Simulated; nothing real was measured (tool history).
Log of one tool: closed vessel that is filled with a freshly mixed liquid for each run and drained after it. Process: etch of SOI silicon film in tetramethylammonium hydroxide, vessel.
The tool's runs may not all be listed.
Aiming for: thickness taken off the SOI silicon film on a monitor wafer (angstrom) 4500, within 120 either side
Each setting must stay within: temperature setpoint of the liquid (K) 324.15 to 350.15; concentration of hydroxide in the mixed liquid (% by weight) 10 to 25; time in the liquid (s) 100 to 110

run,hour,temperature setpoint of the liquid (K),concentration of hydroxide in the mixed liquid (% by weight),time in the liquid (s),thickness taken off the SOI silicon film on a monitor wafer (angstrom)
1,0,337.15,19.5,100,3118.8
2,2.7,339.65,19.5,100,3656.5
3,9.7,337.65,19.5,100,3188.8
4,18.6,337.65,19.5,110,3547.9
5,24.7,337.65,18,110,3651.4
6,31.9,338.65,18,110,3889.9
7,33.5,339.15,18,110,3990.9
8,37.2,339.15,18,110,3974.6
9,38.6,339.65,18,110,4118.1
10,42.8,340.15,18,110,4272.6

Which of these 5 next moves meets every target?
A,47,342.15,18.5,110,?
B,47,340.15,15.5,105,?
C,47,343.65,20.5,105,?
D,47,339.65,13,105,?
E,47,339.65,17,110,?

move,thickness taken off the SOI silicon film on a monitor wafer (angstrom)
A,4720.3
B,4267.4
C,4702.7
D,4499.2
E,4198.6
A: takes the result that was furthest off past its target
B: about as far from the targets as the last run
C: takes the result that was furthest off past its target
D: in spec on every target
E: its largest miss is bigger than the last run's
Move D is the one to make.

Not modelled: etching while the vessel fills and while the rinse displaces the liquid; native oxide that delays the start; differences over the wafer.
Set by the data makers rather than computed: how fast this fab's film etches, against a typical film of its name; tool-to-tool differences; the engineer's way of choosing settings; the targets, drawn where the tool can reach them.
